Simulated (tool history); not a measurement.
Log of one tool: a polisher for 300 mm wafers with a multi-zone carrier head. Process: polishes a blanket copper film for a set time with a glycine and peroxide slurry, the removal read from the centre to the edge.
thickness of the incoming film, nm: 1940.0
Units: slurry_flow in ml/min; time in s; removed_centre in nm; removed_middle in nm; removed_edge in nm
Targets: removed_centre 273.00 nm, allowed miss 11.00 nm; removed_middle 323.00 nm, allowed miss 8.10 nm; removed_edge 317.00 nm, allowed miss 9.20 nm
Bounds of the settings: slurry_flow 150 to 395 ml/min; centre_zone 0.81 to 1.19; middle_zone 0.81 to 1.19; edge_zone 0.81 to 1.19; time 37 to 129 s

| run | day | slurry_flow | centre_zone | middle_zone | edge_zone | time | removed_centre | removed_middle | removed_edge |
|---|---|---|---|---|---|---|---|---|---|
| 1 | 0.000 | 250 | 1.00 | 1.00 | 1.00 | 83 | 397.88 | 394.22 | 383.36 |
| 2 | 0.196 | 250 | 1.00 | 1.08 | 1.00 | 83 | 391.25 | 416.98 | 375.72 |
| 3 | 0.392 | 215 | 1.00 | 1.08 | 1.00 | 83 | 388.22 | 414.78 | 377.75 |
| 4 | 0.458 | 215 | 1.00 | 1.08 | 1.00 | 72 | 338.87 | 355.94 | 329.86 |
| 5 | 0.671 | 210 | 0.96 | 1.07 | 1.00 | 71 | 316.22 | 354.16 | 325.41 |
| 6 | 0.883 | 205 | 0.94 | 1.05 | 1.00 | 70 | 305.16 | 336.81 | 320.65 |
| 7 | 1.142 | 200 | 0.92 | 1.05 | 1.00 | 70 | 299.10 | 335.18 | 316.05 |
| 8 | 1.229 | 195 | 0.90 | 1.05 | 1.01 | 70 | 281.86 | 336.69 | 323.35 |
| 9 | 1.488 | 190 | 0.90 | 1.04 | 1.01 | 70 | 282.82 | 335.39 | 318.66 |

Which of these 4 next moves meets every target?
| A | 1.746 | 280 | 0.90 | 1.08 | 0.92 | 69 | ? | ? | ? |
| B | 1.746 | 205 | 0.90 | 1.08 | 0.95 | 70 | ? | ? | ? |
| C | 1.746 | 190 | 0.87 | 1.02 | 1.06 | 69 | ? | ? | ? |
| D | 1.746 | 185 | 0.85 | 1.10 | 0.96 | 69 | ? | ? | ? |

| move | removed_centre | removed_middle | removed_edge |
|---|---|---|---|
| A | 292.12 | 351.74 | 310.62 |
| B | 287.31 | 346.99 | 312.11 |
| C | 271.31 | 323.40 | 318.88 |
| D | 264.38 | 344.04 | 306.43 |
A: further off than the last run
B: further off than the last run
C: meets every target
D: further off than the last run
The right move is C.
